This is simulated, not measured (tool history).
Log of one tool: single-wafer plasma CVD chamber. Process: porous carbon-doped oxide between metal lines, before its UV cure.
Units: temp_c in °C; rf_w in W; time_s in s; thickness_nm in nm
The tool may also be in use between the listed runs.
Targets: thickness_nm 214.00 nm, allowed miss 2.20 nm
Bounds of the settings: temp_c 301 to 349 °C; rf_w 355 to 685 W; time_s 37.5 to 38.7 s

| run | hour | temp_c | rf_w | time_s | thickness_nm |
|---|---|---|---|---|---|
| 1 | 0.0 | 325 | 520 | 37.5 | 183.47 |
| 2 | 4.4 | 322 | 525 | 37.5 | 186.44 |
| 3 | 5.8 | 322 | 490 | 37.5 | 178.33 |
| 4 | 7.1 | 319 | 500 | 37.5 | 183.31 |
| 5 | 9.0 | 317 | 510 | 37.5 | 187.57 |
| 6 | 10.2 | 317 | 460 | 37.5 | 174.02 |
| 7 | 12.6 | 305 | 545 | 37.6 | 206.75 |
| 8 | 15.1 | 303 | 555 | 37.6 | 210.39 |

4 next moves are on the table. One of them brings every result within its allowed miss. Which?
| A | 17.6 | 305 | 565 | 37.9 | ? |
| B | 17.6 | 301 | 505 | 38.2 | ? |
| C | 17.6 | 307 | 560 | 37.5 | ? |
| D | 17.6 | 311 | 555 | 38.1 | ? |

| move | thickness_nm |
|---|---|
| A | 213.06 |
| B | 203.30 |
| C | 207.74 |
| D | 205.97 |
A: meets every target
B: further off than the last run
C: further off than the last run
D: further off than the last run
Move A is the one to make.

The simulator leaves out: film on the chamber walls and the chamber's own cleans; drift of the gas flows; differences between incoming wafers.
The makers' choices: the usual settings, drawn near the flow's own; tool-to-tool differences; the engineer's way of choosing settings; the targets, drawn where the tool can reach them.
